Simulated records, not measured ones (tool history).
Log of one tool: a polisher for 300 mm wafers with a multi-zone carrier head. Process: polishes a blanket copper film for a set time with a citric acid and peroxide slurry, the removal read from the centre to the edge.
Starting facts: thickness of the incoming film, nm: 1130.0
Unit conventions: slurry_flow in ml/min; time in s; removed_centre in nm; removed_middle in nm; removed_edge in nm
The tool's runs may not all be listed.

{"run": 1, "hour": 0.0, "slurry_flow": 165, "centre_zone": 1, "middle_zone": 1, "edge_zone": 1, "slurry_solids": 1, "time": 30, "removed_centre": 70.84, "removed_middle": 69.427, "removed_edge": 70.59}
{"run": 2, "hour": 8.6, "slurry_flow": 165, "centre_zone": 0.93, "middle_zone": 1, "edge_zone": 1, "slurry_solids": 1, "time": 30, "removed_centre": 65.745, "removed_middle": 67.666, "removed_edge": 71.706}
{"run": 3, "hour": 12.5, "slurry_flow": 185, "centre_zone": 0.99, "middle_zone": 1.03, "edge_zone": 1.02, "slurry_solids": 1.05, "time": 30, "removed_centre": 72.135, "removed_middle": 71.728, "removed_edge": 73.709}
{"run": 4, "hour": 15.7, "slurry_flow": 185, "centre_zone": 0.99, "middle_zone": 0.98, "edge_zone": 1.02, "slurry_solids": 1.05, "time": 30, "removed_centre": 72.961, "removed_middle": 69.43, "removed_edge": 73.537}
{"run": 5, "hour": 18.0, "slurry_flow": 200, "centre_zone": 1.03, "middle_zone": 1.03, "edge_zone": 1.02, "slurry_solids": 1.1, "time": 30, "removed_centre": 76.613, "removed_middle": 73.387, "removed_edge": 75.172}
{"run": 6, "hour": 19.2, "slurry_flow": 200, "centre_zone": 1.03, "middle_zone": 0.99, "edge_zone": 1.02, "slurry_solids": 1.1, "time": 30, "removed_centre": 76.341, "removed_middle": 71.932, "removed_edge": 74.119}

The next listed run, before its measurement:
{"run": 7, "hour": 21.9, "slurry_flow": 250, "centre_zone": 1.11, "middle_zone": 1.09, "edge_zone": 0.92, "slurry_solids": 1.2, "time": 30, "removed_centre": "?", "removed_middle": "?", "removed_edge": "?"}

removed_centre: 87.049 nm
removed_middle: 82.761 nm
removed_edge: 74.57 nm

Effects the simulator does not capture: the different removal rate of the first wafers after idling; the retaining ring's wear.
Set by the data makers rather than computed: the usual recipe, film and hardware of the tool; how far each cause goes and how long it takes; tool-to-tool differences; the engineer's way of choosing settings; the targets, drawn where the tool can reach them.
